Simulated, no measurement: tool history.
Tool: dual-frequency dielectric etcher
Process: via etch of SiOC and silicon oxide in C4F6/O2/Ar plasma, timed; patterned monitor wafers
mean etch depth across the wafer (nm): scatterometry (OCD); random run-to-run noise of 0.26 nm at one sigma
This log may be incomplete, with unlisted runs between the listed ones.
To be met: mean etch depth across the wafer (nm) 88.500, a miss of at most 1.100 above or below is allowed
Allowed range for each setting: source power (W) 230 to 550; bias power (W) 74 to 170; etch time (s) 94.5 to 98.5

| run | hour | source power (W) | bias power (W) | etch time (s) | mean etch depth across the wafer (nm) |
|---|---|---|---|---|---|
| 1 | 0.0 | 390 | 122 | 94.5 | 96.778 |
| 2 | 5.6 | 390 | 132 | 94.5 | 99.092 |
| 3 | 13.0 | 370 | 132 | 94.5 | 96.633 |
| 4 | 20.5 | 370 | 132 | 98.5 | 100.540 |
| 5 | 29.0 | 370 | 132 | 98.5 | 100.660 |
| 6 | 37.2 | 370 | 120 | 98.5 | 98.202 |
| 7 | 40.3 | 360 | 120 | 98.5 | 96.721 |
| 8 | 41.1 | 350 | 120 | 98.5 | 95.367 |
| 9 | 45.9 | 340 | 120 | 98.5 | 94.375 |
| 10 | 46.5 | 330 | 120 | 98.5 | 93.106 |
| 11 | 51.6 | 320 | 120 | 98.5 | 91.470 |

Which of these 4 next moves meets every target?
| A | 56.7 | 390 | 84 | 98.5 | ? |
| B | 56.7 | 310 | 128 | 98.5 | ? |
| C | 56.7 | 340 | 123 | 95.5 | ? |
| D | 56.7 | 330 | 115 | 95.5 | ? |

| move | mean etch depth across the wafer (nm) |
|---|---|
| A | 91.303 |
| B | 92.012 |
| C | 92.154 |
| D | 89.084 |
A: closes in on the targets versus the last run, not all within tolerance yet
B: lands further from the targets than the last run did
C: lands further from the targets than the last run did
D: in spec on every target
Move D is the one to make.
